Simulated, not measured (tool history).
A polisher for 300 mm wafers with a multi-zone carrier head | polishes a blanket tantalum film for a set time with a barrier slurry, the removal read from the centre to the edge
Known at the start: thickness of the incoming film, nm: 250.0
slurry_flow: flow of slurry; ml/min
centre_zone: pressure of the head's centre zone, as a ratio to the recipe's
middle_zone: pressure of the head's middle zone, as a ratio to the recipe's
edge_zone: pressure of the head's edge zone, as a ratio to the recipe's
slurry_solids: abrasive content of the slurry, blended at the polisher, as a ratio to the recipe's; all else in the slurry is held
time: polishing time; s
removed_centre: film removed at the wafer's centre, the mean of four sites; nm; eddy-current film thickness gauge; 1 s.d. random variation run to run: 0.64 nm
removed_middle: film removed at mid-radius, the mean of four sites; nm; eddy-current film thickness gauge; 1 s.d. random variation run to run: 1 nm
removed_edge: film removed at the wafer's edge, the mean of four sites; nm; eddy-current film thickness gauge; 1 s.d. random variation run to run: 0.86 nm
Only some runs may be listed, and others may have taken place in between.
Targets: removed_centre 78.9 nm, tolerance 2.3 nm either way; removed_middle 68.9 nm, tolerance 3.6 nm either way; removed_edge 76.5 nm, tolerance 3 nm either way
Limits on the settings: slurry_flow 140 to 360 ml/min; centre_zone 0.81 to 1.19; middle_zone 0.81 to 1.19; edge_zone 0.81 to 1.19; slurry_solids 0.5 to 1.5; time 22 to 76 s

{"run": 1, "hour": 0.0, "slurry_flow": 230, "centre_zone": 1, "middle_zone": 1, "edge_zone": 1, "slurry_solids": 1, "time": 49, "removed_centre": 88.608, "removed_middle": 85.296, "removed_edge": 94.344}
{"run": 2, "hour": 6.4, "slurry_flow": 230, "centre_zone": 1, "middle_zone": 1, "edge_zone": 1, "slurry_solids": 0.8, "time": 49, "removed_centre": 80.953, "removed_middle": 77.962, "removed_edge": 87.191}
{"run": 3, "hour": 11.3, "slurry_flow": 230, "centre_zone": 1, "middle_zone": 1, "edge_zone": 1.04, "slurry_solids": 0.8, "time": 49, "removed_centre": 81.442, "removed_middle": 80.769, "removed_edge": 85.692}
{"run": 4, "hour": 14.0, "slurry_flow": 225, "centre_zone": 1.02, "middle_zone": 0.98, "edge_zone": 1.04, "slurry_solids": 0.75, "time": 49, "removed_centre": 80.686, "removed_middle": 76.184, "removed_edge": 82.48}
{"run": 5, "hour": 22.3, "slurry_flow": 215, "centre_zone": 1.03, "middle_zone": 0.96, "edge_zone": 1.04, "slurry_solids": 0.75, "time": 49, "removed_centre": 81.342, "removed_middle": 72.467, "removed_edge": 82.323}
{"run": 6, "hour": 28.3, "slurry_flow": 210, "centre_zone": 1.04, "middle_zone": 0.96, "edge_zone": 1.05, "slurry_solids": 0.7, "time": 49, "removed_centre": 78.916, "removed_middle": 71.477, "removed_edge": 82.063}
{"run": 7, "hour": 29.1, "slurry_flow": 210, "centre_zone": 1.04, "middle_zone": 0.96, "edge_zone": 1.05, "slurry_solids": 0.7, "time": 49, "removed_centre": 79.151, "removed_middle": 70.546, "removed_edge": 80.659}
{"run": 8, "hour": 29.7, "slurry_flow": 215, "centre_zone": 1.05, "middle_zone": 0.97, "edge_zone": 1.05, "slurry_solids": 0.65, "time": 49, "removed_centre": 76.093, "removed_middle": 68.347, "removed_edge": 79.225}
{"run": 9, "hour": 32.2, "slurry_flow": 240, "centre_zone": 1.06, "middle_zone": 0.96, "edge_zone": 1.09, "slurry_solids": 0.65, "time": 48, "removed_centre": 77.525, "removed_middle": 68.195, "removed_edge": 77.124}

Of the 5 settings listed for the next run, only one would bring every result within its allowed miss of target. Which one?
{"run": "A", "hour": 34.7, "slurry_flow": 260, "centre_zone": 1.03, "middle_zone": 1.04, "edge_zone": 1.1, "slurry_solids": 0.65, "time": 47, "removed_centre": "?", "removed_middle": "?", "removed_edge": "?"}
{"run": "B", "hour": 34.7, "slurry_flow": 335, "centre_zone": 1.13, "middle_zone": 1.02, "edge_zone": 1.15, "slurry_solids": 0.85, "time": 39, "removed_centre": "?", "removed_middle": "?", "removed_edge": "?"}
{"run": "C", "hour": 34.7, "slurry_flow": 190, "centre_zone": 1.02, "middle_zone": 0.99, "edge_zone": 1.11, "slurry_solids": 0.6, "time": 51, "removed_centre": "?", "removed_middle": "?", "removed_edge": "?"}
{"run": "D", "hour": 34.7, "slurry_flow": 280, "centre_zone": 1.06, "middle_zone": 0.99, "edge_zone": 1.09, "slurry_solids": 0.65, "time": 46, "removed_centre": "?", "removed_middle": "?", "removed_edge": "?"}
{"run": "E", "hour": 34.7, "slurry_flow": 170, "centre_zone": 1.07, "middle_zone": 0.87, "edge_zone": 1, "slurry_solids": 0.6, "time": 54, "removed_centre": "?", "removed_middle": "?", "removed_edge": "?"}

move=A removed_centre=73.716 removed_middle=70.508 removed_edge=75.348
move=B removed_centre=78.964 removed_middle=67.449 removed_edge=74.558
move=C removed_centre=71.681 removed_middle=66.794 removed_edge=75.672
move=D removed_centre=74.944 removed_middle=66.746 removed_edge=73.931
move=E removed_centre=77.749 removed_middle=62.193 removed_edge=75.065
A: lands further from the targets than the last run did
B: all results land within tolerance of their targets
C: lands further from the targets than the last run did
D: lands further from the targets than the last run did
E: gets the furthest-off result to its target, but another result is out of tolerance
B is the move that brings every result within its allowed miss.

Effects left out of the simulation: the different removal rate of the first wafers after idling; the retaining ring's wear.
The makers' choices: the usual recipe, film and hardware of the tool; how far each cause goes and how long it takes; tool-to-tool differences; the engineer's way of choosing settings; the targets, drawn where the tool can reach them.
